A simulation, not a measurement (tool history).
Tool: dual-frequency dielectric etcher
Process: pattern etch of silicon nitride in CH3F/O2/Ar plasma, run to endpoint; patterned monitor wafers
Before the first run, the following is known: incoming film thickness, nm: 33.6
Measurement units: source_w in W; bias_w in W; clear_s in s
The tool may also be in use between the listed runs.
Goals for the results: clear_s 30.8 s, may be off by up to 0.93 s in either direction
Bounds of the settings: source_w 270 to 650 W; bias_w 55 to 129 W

run	day	source_w	bias_w	clear_s
1	0	460	92	36.411
2	0.242	510	92	34.646
3	0.475	440	92	37.56
4	0.671	440	98	35.996
5	0.712	470	100	34.581
6	0.75	440	100	35.846
7	1.092	470	102	34.411
8	1.421	490	103	33.735
9	1.55	490	103	33.595
10	1.808	510	104	32.942
11	1.867	530	105	32.929

Below are 4 possible settings for the next run. Only one of them brings all results inside the allowed miss of their targets. Which is it?
A	1.925	600	125	?
B	1.925	600	129	?
C	1.925	540	119	?
D	1.925	580	123	?

move	clear_s
A	28.354
B	27.985
C	30.284
D	28.962
A: takes the biggest miss from the last run beyond its target
B: takes the biggest miss from the last run beyond its target
C: each result inside its tolerance
D: takes the biggest miss from the last run beyond its target
So the answer is move C, the one that meets all the targets.

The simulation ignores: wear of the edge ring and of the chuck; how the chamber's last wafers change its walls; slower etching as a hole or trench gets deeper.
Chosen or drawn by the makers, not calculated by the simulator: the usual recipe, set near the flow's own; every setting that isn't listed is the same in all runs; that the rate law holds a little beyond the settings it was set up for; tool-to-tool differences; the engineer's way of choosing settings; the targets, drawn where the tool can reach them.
